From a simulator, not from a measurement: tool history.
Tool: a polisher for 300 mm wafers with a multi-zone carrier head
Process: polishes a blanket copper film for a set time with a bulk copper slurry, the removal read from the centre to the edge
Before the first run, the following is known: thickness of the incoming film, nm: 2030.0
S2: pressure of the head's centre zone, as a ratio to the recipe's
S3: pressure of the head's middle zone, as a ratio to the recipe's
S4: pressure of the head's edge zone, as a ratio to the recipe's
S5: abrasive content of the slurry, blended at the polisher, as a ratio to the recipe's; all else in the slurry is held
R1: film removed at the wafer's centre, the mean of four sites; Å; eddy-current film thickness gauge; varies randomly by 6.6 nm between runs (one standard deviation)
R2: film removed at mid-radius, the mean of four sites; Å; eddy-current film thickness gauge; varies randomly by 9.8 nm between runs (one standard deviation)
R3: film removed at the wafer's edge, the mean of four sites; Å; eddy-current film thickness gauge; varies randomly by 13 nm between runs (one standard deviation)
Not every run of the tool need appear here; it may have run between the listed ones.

run 1 hour=0.0 | flow_of_slurry_(ml/min)=175 S2=1.00 S3=1.00 S4=1.00 S5=1.00 polishing_time_(s)=74 | R1=6425.8 R2=6492.3 R3=6612.2
run 2 hour=5.0 | flow_of_slurry_(ml/min)=175 S2=1.00 S3=1.00 S4=0.93 S5=1.00 polishing_time_(s)=74 | R1=6391.7 R2=6459.2 R3=6200.1
run 3 hour=12.9 | flow_of_slurry_(ml/min)=175 S2=1.00 S3=1.00 S4=0.87 S5=1.00 polishing_time_(s)=74 | R1=6544.8 R2=6342.6 R3=6083.4
run 4 hour=20.5 | flow_of_slurry_(ml/min)=185 S2=1.03 S3=1.02 S4=0.95 S5=1.15 polishing_time_(s)=76 | R1=7131.7 R2=7130.8 R3=6963.9
run 5 hour=26.4 | flow_of_slurry_(ml/min)=200 S2=1.06 S3=1.04 S4=0.99 S5=1.20 polishing_time_(s)=76 | R1=7464.8 R2=7385.6 R3=7105.4
run 6 hour=30.4 | flow_of_slurry_(ml/min)=205 S2=1.07 S3=1.05 S4=1.03 S5=1.30 polishing_time_(s)=77 | R1=7907.4 R2=7810.6 R3=7599.5

Run 7 is up next; what results do you expect?
run 7 hour=35.6 | flow_of_slurry_(ml/min)=210 S2=1.07 S3=1.06 S4=1.06 S5=1.35 polishing_time_(s)=77 | R1=? R2=? R3=?

{"run 7": {"R1": 8038.4, "R2": 7849.2, "R3": 7853.0}}
